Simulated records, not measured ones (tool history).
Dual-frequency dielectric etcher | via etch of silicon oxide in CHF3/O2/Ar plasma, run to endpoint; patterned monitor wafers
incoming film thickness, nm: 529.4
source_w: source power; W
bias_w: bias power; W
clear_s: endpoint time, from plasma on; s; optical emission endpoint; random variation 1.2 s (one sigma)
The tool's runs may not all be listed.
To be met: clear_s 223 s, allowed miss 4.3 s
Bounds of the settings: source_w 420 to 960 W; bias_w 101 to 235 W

run	hour	source_w	bias_w	clear_s
1	0	690	168	244.47
2	1	710	169	240.76
3	2.1	770	169	232.79
4	10.2	780	170	230.52
5	18.8	780	144	238.89
6	24.6	800	145	236.66
7	32.4	820	146	233.74
8	38.2	830	147	233.48
9	41.8	840	148	232.58
10	45.2	850	149	228.7
11	48.8	860	149	227.69

4 next moves are on the table. One of them brings every result within its allowed miss. Which?
A	52.4	790	147	?
B	52.4	850	136	?
C	52.4	770	198	?
D	52.4	700	186	?

move	clear_s
A	237.73
B	234.64
C	221.72
D	235.54
A: further off than the last run
B: further off than the last run
C: meets every target
D: further off than the last run
The right move is C.
